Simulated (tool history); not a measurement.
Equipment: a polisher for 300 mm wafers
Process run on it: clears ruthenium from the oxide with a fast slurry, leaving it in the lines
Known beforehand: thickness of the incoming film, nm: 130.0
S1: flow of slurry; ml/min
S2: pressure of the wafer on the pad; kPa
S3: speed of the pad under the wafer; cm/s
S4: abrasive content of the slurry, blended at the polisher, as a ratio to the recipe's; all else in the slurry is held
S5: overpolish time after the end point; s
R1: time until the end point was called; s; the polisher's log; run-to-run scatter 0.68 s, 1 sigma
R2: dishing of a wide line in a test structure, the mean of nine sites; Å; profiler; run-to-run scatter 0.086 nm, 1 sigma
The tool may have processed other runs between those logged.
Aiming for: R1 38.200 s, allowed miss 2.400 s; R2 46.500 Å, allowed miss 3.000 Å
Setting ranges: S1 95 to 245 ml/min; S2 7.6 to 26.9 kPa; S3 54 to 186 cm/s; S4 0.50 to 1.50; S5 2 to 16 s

run	day	S1	S2	S3	S4	S5	R1	R2
1	0.000	155	17.2	118	1.00	8	24.776	252.730
2	0.321	155	20.7	118	1.00	8	20.449	292.780
3	0.542	155	20.7	118	1.00	10	20.269	352.830
4	0.729	155	23.4	118	1.00	10	17.965	384.630
5	0.833	155	23.4	118	1.00	12	17.727	450.490
6	1.150	155	20.0	118	1.00	12	21.066	382.890
7	1.217	155	18.6	114	1.00	11	23.426	332.290
8	1.425	110	18.6	80	0.75	7	40.719	145.990
9	1.783	155	13.8	60	1.00	3	56.660	46.852

4 candidate next runs follow, results not yet known. Just one meets every target within its allowed miss. Identify it.
A	2.142	155	16.5	64	1.15	2	?	?
B	2.142	190	15.9	64	1.10	2	?	?
C	2.142	155	9.0	54	0.85	5	?	?
D	2.142	175	13.8	84	1.15	2	?	?

move	R1	R2
A	42.568	41.081
B	43.672	40.066
C	102.560	42.591
D	38.363	45.469
A: nearer than the last run, and not there yet
B: nearer than the last run, and not there yet
C: lands further from the targets than the last run did
D: every result within its allowed miss
D meets every target.
